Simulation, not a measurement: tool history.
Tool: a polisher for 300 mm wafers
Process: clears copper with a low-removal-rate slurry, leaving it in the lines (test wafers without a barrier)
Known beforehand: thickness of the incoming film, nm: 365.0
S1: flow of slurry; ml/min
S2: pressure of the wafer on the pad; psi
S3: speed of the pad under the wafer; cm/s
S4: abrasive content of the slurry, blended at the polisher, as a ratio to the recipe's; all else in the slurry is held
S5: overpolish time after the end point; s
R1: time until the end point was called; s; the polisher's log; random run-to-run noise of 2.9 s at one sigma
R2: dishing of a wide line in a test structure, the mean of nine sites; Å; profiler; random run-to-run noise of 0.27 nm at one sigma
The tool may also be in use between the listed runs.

run,hour,S1,S2,S3,S4,S5,R1,R2
1,0.0,215,2.6,86,1.0,14,174.64,235.96
2,0.7,215,2.6,86,1.0,12,175.73,213.71
3,1.7,215,2.6,74,1.0,12,197.19,183.16
4,10.3,215,2.7,74,1.0,10,193.25,156.96
5,12.1,215,2.8,74,1.0,9,187.47,144.48
6,14.7,215,2.9,74,1.0,9,185.32,148.74
7,17.7,215,3.1,76,1.0,7,168.68,125.84

The next listed run, before its measurement:
8,25.1,215,3.0,76,1.0,7,?,?

Logged for run 8: R1 179.62 s, R2 122.14 Å.
